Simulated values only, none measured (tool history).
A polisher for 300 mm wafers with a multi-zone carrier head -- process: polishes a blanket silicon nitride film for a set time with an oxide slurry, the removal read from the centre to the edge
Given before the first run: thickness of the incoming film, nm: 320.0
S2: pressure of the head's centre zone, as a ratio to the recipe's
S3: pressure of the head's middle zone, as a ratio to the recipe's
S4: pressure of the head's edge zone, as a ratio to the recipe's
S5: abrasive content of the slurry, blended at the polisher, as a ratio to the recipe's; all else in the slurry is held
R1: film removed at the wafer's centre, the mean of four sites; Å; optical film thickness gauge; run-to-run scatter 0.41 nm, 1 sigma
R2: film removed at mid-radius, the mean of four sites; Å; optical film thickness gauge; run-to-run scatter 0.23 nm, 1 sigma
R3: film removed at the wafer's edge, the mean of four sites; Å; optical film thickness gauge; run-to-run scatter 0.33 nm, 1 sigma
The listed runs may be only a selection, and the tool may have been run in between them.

Run 1, hour 0: flow of slurry (ml/min) 195, S2 1, S3 1, S4 1, S5 1, polishing time (s) 38. Result: R1 468.96 Å, R2 478.69 Å, R3 476.8 Å.
Run 2, hour 2: flow of slurry (ml/min) 195, S2 1.07, S3 1, S4 1, S5 1, polishing time (s) 38. Result: R1 487.79 Å, R2 477.51 Å, R3 474.14 Å.
Run 3, hour 6.5: flow of slurry (ml/min) 195, S2 1.07, S3 1, S4 1, S5 1.15, polishing time (s) 38. Result: R1 536.92 Å, R2 517.14 Å, R3 518.47 Å.
Run 4, hour 11.1: flow of slurry (ml/min) 150, S2 1.07, S3 1, S4 1, S5 1.15, polishing time (s) 38. Result: R1 522.58 Å, R2 501.72 Å, R3 508.08 Å.
Run 5, hour 16.5: flow of slurry (ml/min) 150, S2 1.07, S3 1.03, S4 1, S5 1.15, polishing time (s) 38. Result: R1 510.99 Å, R2 505.7 Å, R3 499.31 Å.
Run 6, hour 22.6: flow of slurry (ml/min) 145, S2 1.08, S3 0.98, S4 1, S5 0.95, polishing time (s) 36. Result: R1 435.65 Å, R2 415.13 Å, R3 433.55 Å.
Run 7, hour 31.6: flow of slurry (ml/min) 145, S2 1.08, S3 0.98, S4 1, S5 0.95, polishing time (s) 36. Result: R1 439.35 Å, R2 413.79 Å, R3 432.86 Å.
Run 8, hour 32.7: flow of slurry (ml/min) 145, S2 1.09, S3 0.95, S4 0.97, S5 0.8, polishing time (s) 35. Result: R1 377.23 Å, R2 350.26 Å, R3 363.69 Å.
Run 9, hour 40: flow of slurry (ml/min) 140, S2 1.09, S3 0.91, S4 0.96, S5 0.75, polishing time (s) 35. Result: R1 362.69 Å, R2 318.51 Å, R3 334.93 Å.
Run 10, hour 44.2: flow of slurry (ml/min) 135, S2 1.07, S3 0.88, S4 0.97, S5 0.75, polishing time (s) 35. Result: R1 345.43 Å, R2 302.58 Å, R3 341.11 Å.
Run 11, hour 52.8: flow of slurry (ml/min) 135, S2 1.08, S3 0.82, S4 0.87, S5 0.55, polishing time (s) 35. Result: R1 251.65 Å, R2 207.47 Å, R3 234.16 Å.
Run 12, hour 55.8: flow of slurry (ml/min) 140, S2 1.09, S3 0.84, S4 0.92, S5 0.55, polishing time (s) 35. Result: R1 254.2 Å, R2 215.36 Å, R3 238.82 Å.
Run 13, hour 61.1: flow of slurry (ml/min) 135, S2 1.11, S3 0.85, S4 0.98, S5 0.6, polishing time (s) 35. Result: R1 289.99 Å, R2 236.97 Å, R3 272.58 Å.
Run 14, hour 70: flow of slurry (ml/min) 170, S2 1.12, S3 0.91, S4 1.07, S5 0.55, polishing time (s) 35. Result: R1 271.23 Å, R2 232.76 Å, R3 266.5 Å.
Run 15, hour 76: flow of slurry (ml/min) 170, S2 1.15, S3 0.9, S4 1.06, S5 0.8, polishing time (s) 36. Result: R1 421.71 Å, R2 344.86 Å, R3 400.65 Å.
Run 16, hour 81.5: flow of slurry (ml/min) 175, S2 1.12, S3 0.88, S4 1.03, S5 0.75, polishing time (s) 36. Result: R1 392.59 Å, R2 324.32 Å, R3 370.07 Å.
Run 17, hour 83.1: flow of slurry (ml/min) 165, S2 1.11, S3 0.86, S4 1, S5 0.7, polishing time (s) 36. Result: R1 359.51 Å, R2 300.36 Å, R3 340.92 Å.
Run 18, hour 89.7: flow of slurry (ml/min) 155, S2 1.1, S3 0.85, S4 0.99, S5 0.7, polishing time (s) 36. Result: R1 354.26 Å, R2 293.03 Å, R3 336.96 Å.
Run 19, hour 98.4: flow of slurry (ml/min) 150, S2 1.09, S3 0.84, S4 0.97, S5 0.7, polishing time (s) 36. Result: R1 352.52 Å, R2 288.26 Å, R3 328.65 Å.

Forecast run 20:
Run 20, hour 99: flow of slurry (ml/min) 145, S2 1.08, S3 0.83, S4 0.96, S5 0.7, polishing time (s) 36. Result: R1 ?, R2 ?, R3 ?.

Run 20 gave R1 346.53 Å, R2 284.1 Å, R3 330.27 Å.
